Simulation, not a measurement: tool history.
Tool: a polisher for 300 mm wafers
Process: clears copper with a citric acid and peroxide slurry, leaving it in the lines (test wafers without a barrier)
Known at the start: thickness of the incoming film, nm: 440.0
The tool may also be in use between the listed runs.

run	hour	flow of slurry (ml/min)	pressure of the wafer on the pad (kPa)	speed of the pad under the wafer (cm/s)	abrasive content of the slurry	overpolish time after the end point (s)	time until the end point was called (s)	dishing of a wide line in a test structure (angstrom)
1	0	305	26.2	130	1	27	109.83	418.96
2	2	305	26.2	132	1	24	107.47	383.44
3	6	305	26.2	132	1	18	110.41	323.84
4	7.1	305	26.9	134	1	17	106.32	324.48
5	11.4	305	26.9	134	1	10	105.51	235.09
6	20.3	305	26.9	134	1	20	104.53	367.01
7	24.6	330	26.2	136	1.05	18	104.92	350.52
8	31	320	26.9	136	1	17	103.43	330.98
9	40	305	27.6	136	1	16	103.93	325.71
10	41.6	290	26.9	144	0.95	15	102.6	315.22
11	46.2	275	27.6	140	1	14	101.1	298.02

Run 12 comes next. What will it give?
12	47.4	265	28.3	138	1.05	13	?	?

Run 12 gave time until the end point was called (s) 101.07, dishing of a wide line in a test structure (angstrom) 294.7.
